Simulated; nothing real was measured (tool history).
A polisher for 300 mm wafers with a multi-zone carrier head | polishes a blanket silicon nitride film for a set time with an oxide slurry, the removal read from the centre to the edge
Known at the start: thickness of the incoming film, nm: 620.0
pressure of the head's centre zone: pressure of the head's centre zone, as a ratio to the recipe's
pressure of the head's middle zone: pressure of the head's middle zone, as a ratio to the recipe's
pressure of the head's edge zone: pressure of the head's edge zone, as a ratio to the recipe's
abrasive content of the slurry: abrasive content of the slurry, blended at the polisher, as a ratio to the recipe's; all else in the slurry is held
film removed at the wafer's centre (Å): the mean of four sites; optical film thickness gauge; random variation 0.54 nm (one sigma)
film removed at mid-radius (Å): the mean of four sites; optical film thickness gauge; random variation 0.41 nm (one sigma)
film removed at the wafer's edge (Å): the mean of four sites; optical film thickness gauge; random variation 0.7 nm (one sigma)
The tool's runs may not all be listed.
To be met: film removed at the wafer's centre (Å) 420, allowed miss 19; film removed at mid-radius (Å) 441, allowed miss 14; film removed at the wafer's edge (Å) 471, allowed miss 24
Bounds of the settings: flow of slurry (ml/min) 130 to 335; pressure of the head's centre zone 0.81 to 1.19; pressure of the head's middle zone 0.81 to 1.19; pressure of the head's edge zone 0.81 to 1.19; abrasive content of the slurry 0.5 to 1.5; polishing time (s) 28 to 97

run	hour	flow of slurry (ml/min)	pressure of the head's centre zone	pressure of the head's middle zone	pressure of the head's edge zone	abrasive content of the slurry	polishing time (s)	film removed at the wafer's centre (Å)	film removed at mid-radius (Å)	film removed at the wafer's edge (Å)
1	0	215	1	1	1	1	62	366.02	373.72	377.29
2	6.5	220	1	1.01	1.04	1.05	62	373.81	388.87	385.78
3	10.8	220	1	1.07	1.04	1.05	62	373.17	405.35	388.89
4	14.9	220	0.96	1.07	1.04	1.05	62	360.2	403.89	388.85
5	21.1	220	0.96	1.01	1.04	1.05	62	370.55	379.87	387.9
6	27.7	220	0.96	1.01	1.04	0.85	62	334.91	341.15	354.09
7	34	215	0.95	1	1.06	0.95	63	359.37	372.68	367.5
8	40	240	0.96	1.02	1.04	1	63	366.47	383.56	386.69
9	46.9	260	0.94	1.01	1.03	1.1	63	386.38	399.6	404.18
10	55.6	265	0.91	1	1.04	1.15	63	383.66	409.36	408.79
11	60.3	270	0.89	0.98	1.07	1.2	64	392.59	418.86	430.2
12	66.6	270	0.89	0.98	1.09	1.25	64	402.02	424.13	445.68

4 next moves are on the table. One of them brings every result within its allowed miss. Which?
A	72.9	320	0.89	0.85	1.15	1.5	66	?	?	?
B	72.9	315	1.01	0.83	1.03	1.3	68	?	?	?
C	72.9	325	0.93	1.01	1.18	1.35	63	?	?	?
D	72.9	235	0.89	1.02	1.04	1.15	63	?	?	?

move	film removed at the wafer's centre (Å)	film removed at mid-radius (Å)	film removed at the wafer's edge (Å)
A	457.53	412.08	516.73
B	485.65	395.06	478.28
C	433.95	438.11	481.11
D	384.14	403.65	415.12
A: further off than the last run
B: further off than the last run
C: meets every target
D: further off than the last run
Answer: C
